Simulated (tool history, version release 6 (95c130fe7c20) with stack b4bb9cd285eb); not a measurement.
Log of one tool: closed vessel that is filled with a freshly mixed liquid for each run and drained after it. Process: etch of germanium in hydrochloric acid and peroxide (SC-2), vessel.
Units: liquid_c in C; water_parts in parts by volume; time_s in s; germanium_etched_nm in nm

run  hour  liquid_c  water_parts  time_s  germanium_etched_nm
  1   0.0      62.0          7.5      35               153.16
  2   7.2      62.0          7.5      30               133.09
  3  14.3      62.0          7.5      30               132.72
  4  19.3      62.0          7.5      35               155.53
  5  24.3      62.0          4.5      35               155.63
  6  26.1      62.0          4.0      35               158.18
  7  28.5      63.5          4.0      35               166.99
  8  31.6      64.5          4.0      35               172.51

Forecast run 9:
  9  33.0      65.0          4.0      35                    ?

Run 9 gave germanium_etched_nm 176.59 nm.
